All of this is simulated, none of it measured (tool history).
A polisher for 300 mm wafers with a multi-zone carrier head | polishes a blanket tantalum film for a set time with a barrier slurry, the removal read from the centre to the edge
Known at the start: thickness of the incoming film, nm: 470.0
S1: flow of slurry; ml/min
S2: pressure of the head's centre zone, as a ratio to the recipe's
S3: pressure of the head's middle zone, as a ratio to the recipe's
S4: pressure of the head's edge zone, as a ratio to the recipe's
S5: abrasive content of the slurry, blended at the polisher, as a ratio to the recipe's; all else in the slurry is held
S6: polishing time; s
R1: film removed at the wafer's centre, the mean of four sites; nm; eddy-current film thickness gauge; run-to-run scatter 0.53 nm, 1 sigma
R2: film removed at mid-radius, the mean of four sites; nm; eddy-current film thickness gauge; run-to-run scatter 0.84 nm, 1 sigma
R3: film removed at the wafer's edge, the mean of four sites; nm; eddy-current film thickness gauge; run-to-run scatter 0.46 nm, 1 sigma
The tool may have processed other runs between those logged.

Run 1, hour 0.0: S1 225 ml/min, S2 1.00, S3 1.00, S4 1.00, S5 1.00, S6 64 s. Result: R1 91.169 nm, R2 91.993 nm, R3 90.564 nm.
Run 2, hour 3.1: S1 215 ml/min, S2 1.00, S3 0.98, S4 0.96, S5 0.95, S6 64 s. Result: R1 90.185 nm, R2 88.343 nm, R3 87.152 nm.
Run 3, hour 11.2: S1 205 ml/min, S2 0.99, S3 0.97, S4 0.93, S5 0.90, S6 64 s. Result: R1 87.611 nm, R2 87.117 nm, R3 84.445 nm.
Run 4, hour 14.4: S1 255 ml/min, S2 0.99, S3 0.97, S4 0.93, S5 0.90, S6 64 s. Result: R1 89.866 nm, R2 87.901 nm, R3 85.794 nm.
Run 5, hour 18.7: S1 245 ml/min, S2 0.99, S3 0.96, S4 0.90, S5 0.85, S6 64 s. Result: R1 87.022 nm, R2 85.199 nm, R3 82.573 nm.
Run 6, hour 19.9: S1 285 ml/min, S2 0.99, S3 0.96, S4 0.90, S5 0.85, S6 64 s. Result: R1 88.633 nm, R2 86.637 nm, R3 85.317 nm.
Run 7, hour 22.7: S1 265 ml/min, S2 0.99, S3 0.95, S4 0.88, S5 0.85, S6 64 s. Result: R1 88.686 nm, R2 86.048 nm, R3 82.203 nm.
Run 8, hour 24.8: S1 250 ml/min, S2 0.98, S3 0.93, S4 0.87, S5 0.85, S6 64 s. Result: R1 86.514 nm, R2 83.176 nm, R3 81.533 nm.
Run 9, hour 29.2: S1 250 ml/min, S2 0.98, S3 0.93, S4 0.87, S5 0.85, S6 64 s. Result: R1 86.794 nm, R2 83.106 nm, R3 81.961 nm.
Run 10, hour 33.8: S1 240 ml/min, S2 0.98, S3 0.93, S4 0.85, S5 0.85, S6 64 s. Result: R1 85.464 nm, R2 81.552 nm, R3 79.714 nm.

What will run 11 give?
Run 11, hour 38.2: S1 240 ml/min, S2 0.98, S3 0.93, S4 0.85, S5 0.85, S6 64 s. Result: R1 ?, R2 ?, R3 ?.

Run 11 yielded R1 87.202 nm, R2 83.155 nm, R3 80.873 nm.

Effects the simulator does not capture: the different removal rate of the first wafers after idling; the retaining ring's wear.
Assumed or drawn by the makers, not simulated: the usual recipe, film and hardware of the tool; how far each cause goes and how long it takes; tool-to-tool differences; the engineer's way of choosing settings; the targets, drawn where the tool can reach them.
